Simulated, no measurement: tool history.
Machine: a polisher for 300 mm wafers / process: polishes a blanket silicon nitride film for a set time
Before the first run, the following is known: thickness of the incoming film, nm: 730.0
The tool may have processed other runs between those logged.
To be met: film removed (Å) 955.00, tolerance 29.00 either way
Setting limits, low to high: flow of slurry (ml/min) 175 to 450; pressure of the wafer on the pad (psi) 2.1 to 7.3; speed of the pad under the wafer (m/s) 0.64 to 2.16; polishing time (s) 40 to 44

run	hour	flow of slurry (ml/min)	pressure of the wafer on the pad (psi)	speed of the pad under the wafer (m/s)	polishing time (s)	film removed (Å)
1	0.0	290	4.7	1.40	44	1209.40
2	5.8	290	4.4	1.40	44	1138.90
3	12.1	290	4.2	1.40	44	1084.00
4	18.6	330	4.2	1.40	44	1098.20
5	25.5	330	4.8	1.40	44	1265.20
6	26.4	330	5.6	1.40	44	1445.80
7	27.8	330	5.0	1.40	44	1322.40
8	32.5	315	4.6	1.40	44	1195.80
9	40.2	310	4.3	1.40	44	1127.60
10	46.1	305	4.1	1.40	44	1056.20
11	48.2	305	4.0	1.40	44	1036.50
12	56.3	305	3.9	1.40	44	1022.40
13	64.3	305	3.8	1.40	44	1004.20
14	65.6	300	3.5	1.40	44	903.83

Exercise: of the 5 proposed moves below, exactly one satisfies all targets within the stated allowed misses. Which move is it?
A	66.9	290	3.2	1.48	44	?
B	66.9	260	3.4	1.56	42	?
C	66.9	290	4.2	1.34	40	?
D	66.9	305	3.5	1.46	40	?
E	66.9	340	2.9	1.96	40	?

move	film removed (Å)
A	846.92
B	870.99
C	942.75
D	837.55
E	850.80
A: further off than the last run
B: further off than the last run
C: all results land within tolerance of their targets
D: further off than the last run
E: further off than the last run
C meets every target.
